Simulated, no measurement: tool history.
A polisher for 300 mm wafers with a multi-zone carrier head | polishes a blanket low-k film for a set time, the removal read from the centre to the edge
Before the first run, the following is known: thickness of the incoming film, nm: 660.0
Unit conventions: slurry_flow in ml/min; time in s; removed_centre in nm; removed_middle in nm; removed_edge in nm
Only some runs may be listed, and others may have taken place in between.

| run | hour | slurry_flow | centre_zone | middle_zone | edge_zone | slurry_solids | time | removed_centre | removed_middle | removed_edge |
|---|---|---|---|---|---|---|---|---|---|---|
| 1 | 0 | 270 | 1 | 1 | 1 | 1 | 33 | 13.486 | 13.219 | 13.567 |
| 2 | 2.1 | 270 | 0.98 | 1.01 | 0.96 | 0.9 | 32 | 12.479 | 12.52 | 12.004 |
| 3 | 8.4 | 260 | 0.94 | 1 | 0.95 | 0.8 | 31 | 10.802 | 11.218 | 11.135 |
| 4 | 14.7 | 265 | 0.92 | 1 | 0.92 | 0.75 | 30 | 9.8706 | 10.77 | 10.46 |
| 5 | 17.4 | 265 | 0.92 | 1.05 | 0.92 | 0.75 | 30 | 9.9455 | 11.22 | 10.513 |
| 6 | 18.4 | 265 | 0.87 | 1.05 | 0.92 | 0.75 | 30 | 9.3967 | 11.127 | 10.432 |
| 7 | 25.7 | 270 | 0.88 | 1.04 | 0.9 | 0.7 | 29 | 8.8614 | 10.332 | 9.7785 |
| 8 | 29.5 | 270 | 0.89 | 1.04 | 0.88 | 0.65 | 29 | 8.8103 | 10.091 | 9.3089 |
| 9 | 37.9 | 270 | 0.89 | 1.04 | 0.88 | 0.65 | 29 | 8.5899 | 10.042 | 9.535 |
| 10 | 46.4 | 260 | 0.93 | 1.04 | 0.81 | 0.5 | 27 | 7.4261 | 8.1613 | 7.2734 |
| 11 | 50.4 | 280 | 0.93 | 1.04 | 0.83 | 0.5 | 27 | 7.4877 | 8.1949 | 7.4099 |

For run 12, what comes out?
| 12 | 53.9 | 280 | 0.93 | 1.05 | 0.85 | 0.5 | 27 | ? | ? | ? |

removed_centre: 7.6096 nm
removed_middle: 8.3647 nm
removed_edge: 7.5745 nm

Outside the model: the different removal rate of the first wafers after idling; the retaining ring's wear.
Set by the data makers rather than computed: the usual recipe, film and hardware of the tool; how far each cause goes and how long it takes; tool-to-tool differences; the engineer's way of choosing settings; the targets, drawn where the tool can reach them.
